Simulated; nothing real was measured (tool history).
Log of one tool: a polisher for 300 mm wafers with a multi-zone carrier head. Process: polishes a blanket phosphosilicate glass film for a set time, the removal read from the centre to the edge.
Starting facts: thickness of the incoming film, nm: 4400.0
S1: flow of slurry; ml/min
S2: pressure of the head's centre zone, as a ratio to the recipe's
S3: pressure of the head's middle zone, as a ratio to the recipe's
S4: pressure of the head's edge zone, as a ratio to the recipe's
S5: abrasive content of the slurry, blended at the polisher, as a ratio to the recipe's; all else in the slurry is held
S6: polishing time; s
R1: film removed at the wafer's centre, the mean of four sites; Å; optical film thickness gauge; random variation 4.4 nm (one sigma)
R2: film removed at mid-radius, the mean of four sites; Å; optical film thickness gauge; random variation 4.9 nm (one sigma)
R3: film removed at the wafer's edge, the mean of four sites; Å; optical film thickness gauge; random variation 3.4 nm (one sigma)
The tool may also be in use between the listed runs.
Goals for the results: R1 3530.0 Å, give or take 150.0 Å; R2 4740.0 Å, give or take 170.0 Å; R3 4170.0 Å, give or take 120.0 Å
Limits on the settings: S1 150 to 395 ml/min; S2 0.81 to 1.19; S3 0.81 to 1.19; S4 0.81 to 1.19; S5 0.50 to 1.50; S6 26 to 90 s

Run 1, hour 0.0: S1 250 ml/min, S2 1.00, S3 1.00, S4 1.00, S5 1.00, S6 58 s. Result: R1 4849.8 Å, R2 4928.0 Å, R3 4848.6 Å.
Run 2, hour 3.4: S1 240 ml/min, S2 0.95, S3 1.02, S4 0.98, S5 0.95, S6 58 s. Result: R1 4513.2 Å, R2 4904.5 Å, R3 4677.5 Å.
Run 3, hour 9.0: S1 240 ml/min, S2 0.95, S3 1.06, S4 0.98, S5 0.95, S6 58 s. Result: R1 4526.7 Å, R2 5101.1 Å, R3 4646.0 Å.
Run 4, hour 13.2: S1 230 ml/min, S2 0.91, S3 1.07, S4 0.98, S5 0.90, S6 58 s. Result: R1 4284.0 Å, R2 4968.8 Å, R3 4552.8 Å.
Run 5, hour 22.1: S1 225 ml/min, S2 0.88, S3 1.09, S4 0.99, S5 0.85, S6 58 s. Result: R1 3914.4 Å, R2 4895.8 Å, R3 4481.6 Å.
Run 6, hour 22.7: S1 220 ml/min, S2 0.86, S3 1.09, S4 0.97, S5 0.85, S6 58 s. Result: R1 3777.0 Å, R2 4789.8 Å, R3 4416.6 Å.
Run 7, hour 30.2: S1 215 ml/min, S2 0.85, S3 1.10, S4 0.95, S5 0.85, S6 58 s. Result: R1 3728.9 Å, R2 4863.1 Å, R3 4366.6 Å.
Run 8, hour 31.9: S1 210 ml/min, S2 0.85, S3 1.10, S4 0.94, S5 0.85, S6 58 s. Result: R1 3796.9 Å, R2 4830.3 Å, R3 4281.1 Å.
Run 9, hour 35.6: S1 205 ml/min, S2 0.84, S3 1.10, S4 0.94, S5 0.85, S6 58 s. Result: R1 3641.1 Å, R2 4902.3 Å, R3 4293.8 Å.

Exactly one of the 5 candidate moves below puts every result within its allowed miss. Which one?
Run A, hour 39.3: S1 180 ml/min, S2 0.88, S3 1.11, S4 0.89, S5 0.80, S6 62 s. Result: R1 ?, R2 ?, R3 ?.
Run B, hour 39.3: S1 150 ml/min, S2 0.81, S3 1.16, S4 0.94, S5 0.95, S6 59 s. Result: R1 ?, R2 ?, R3 ?.
Run C, hour 39.3: S1 245 ml/min, S2 0.83, S3 1.12, S4 0.94, S5 0.80, S6 57 s. Result: R1 ?, R2 ?, R3 ?.
Run D, hour 39.3: S1 255 ml/min, S2 0.83, S3 1.02, S4 1.11, S5 0.70, S6 61 s. Result: R1 ?, R2 ?, R3 ?.
Run E, hour 39.3: S1 195 ml/min, S2 0.81, S3 1.09, S4 0.95, S5 0.85, S6 60 s. Result: R1 ?, R2 ?, R3 ?.

move      R1      R2      R3
   A  3836.7  4942.8  4323.8
   B  3497.7  5108.3  4436.8
   C  3510.6  4805.9  4201.1
   D  3518.8  4459.2  4489.9
   E  3577.6  4929.5  4464.6
A: moves away from the targets compared with the last run
B: moves away from the targets compared with the last run
C: meets every target
D: moves away from the targets compared with the last run
E: moves away from the targets compared with the last run
Answer: C

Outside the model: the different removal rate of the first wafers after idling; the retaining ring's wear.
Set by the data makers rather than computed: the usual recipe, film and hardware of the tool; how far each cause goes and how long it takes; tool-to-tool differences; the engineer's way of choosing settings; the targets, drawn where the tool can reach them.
